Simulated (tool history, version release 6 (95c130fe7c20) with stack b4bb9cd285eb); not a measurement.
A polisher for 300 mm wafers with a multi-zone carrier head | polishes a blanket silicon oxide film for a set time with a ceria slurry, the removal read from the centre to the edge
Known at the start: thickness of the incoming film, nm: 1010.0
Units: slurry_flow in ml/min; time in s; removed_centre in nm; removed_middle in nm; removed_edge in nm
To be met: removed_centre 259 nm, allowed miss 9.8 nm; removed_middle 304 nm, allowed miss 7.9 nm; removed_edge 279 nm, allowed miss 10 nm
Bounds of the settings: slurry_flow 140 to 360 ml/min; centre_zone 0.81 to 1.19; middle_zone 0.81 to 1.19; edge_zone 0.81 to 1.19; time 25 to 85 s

| run | hour | slurry_flow | centre_zone | middle_zone | edge_zone | time | removed_centre | removed_middle | removed_edge |
|---|---|---|---|---|---|---|---|---|---|
| 1 | 0 | 230 | 1 | 1 | 1 | 55 | 373.65 | 379.11 | 383.64 |
| 2 | 1.5 | 230 | 0.93 | 1 | 1 | 55 | 356.69 | 379.76 | 384.1 |
| 3 | 8.3 | 230 | 0.93 | 1.07 | 1 | 55 | 346.18 | 400.96 | 384.51 |
| 4 | 9.8 | 225 | 0.92 | 1.06 | 0.97 | 52 | 331.22 | 376.5 | 356.49 |
| 5 | 12.5 | 220 | 0.9 | 1.06 | 0.96 | 50 | 303.16 | 364.49 | 339.58 |
| 6 | 14.8 | 215 | 0.89 | 1.04 | 0.93 | 49 | 300.33 | 349.84 | 325.63 |
| 7 | 18.6 | 210 | 0.88 | 1.03 | 0.91 | 48 | 293.9 | 334.83 | 317.03 |
| 8 | 27.1 | 195 | 0.83 | 1.05 | 0.82 | 42 | 234.77 | 295.53 | 259.15 |
| 9 | 34.3 | 205 | 0.84 | 1.05 | 0.83 | 42 | 243.83 | 299.85 | 263.98 |
| 10 | 36 | 205 | 0.84 | 1.05 | 0.83 | 42 | 237.38 | 298.1 | 262.12 |
| 11 | 44.6 | 210 | 0.85 | 1.05 | 0.84 | 42 | 243.25 | 299.59 | 268.23 |
| 12 | 52.1 | 215 | 0.86 | 1.05 | 0.84 | 42 | 244.74 | 302.21 | 266.55 |
| 13 | 57 | 215 | 0.87 | 1.05 | 0.85 | 42 | 251.09 | 299.78 | 267 |

5 next moves are on the table. One of them brings every result within its allowed miss. Which?
| A | 61.9 | 235 | 0.89 | 0.93 | 0.89 | 45 | ? | ? | ? |
| B | 61.9 | 220 | 0.97 | 1.06 | 1.02 | 42 | ? | ? | ? |
| C | 61.9 | 185 | 0.86 | 1 | 0.81 | 45 | ? | ? | ? |
| D | 61.9 | 235 | 0.9 | 1.11 | 0.84 | 39 | ? | ? | ? |
| E | 61.9 | 170 | 0.86 | 1 | 1.01 | 46 | ? | ? | ? |

| move | removed_centre | removed_middle | removed_edge |
|---|---|---|---|
| A | 272 | 295.43 | 295.4 |
| B | 274.3 | 304.89 | 291.5 |
| C | 252.17 | 302.63 | 275.31 |
| D | 238.7 | 297.4 | 248.83 |
| E | 253.2 | 304.39 | 307.92 |
A: takes the result that was furthest off past its target
B: takes the result that was furthest off past its target
C: meets every target
D: further off than the last run
E: takes the result that was furthest off past its target
Answer: C

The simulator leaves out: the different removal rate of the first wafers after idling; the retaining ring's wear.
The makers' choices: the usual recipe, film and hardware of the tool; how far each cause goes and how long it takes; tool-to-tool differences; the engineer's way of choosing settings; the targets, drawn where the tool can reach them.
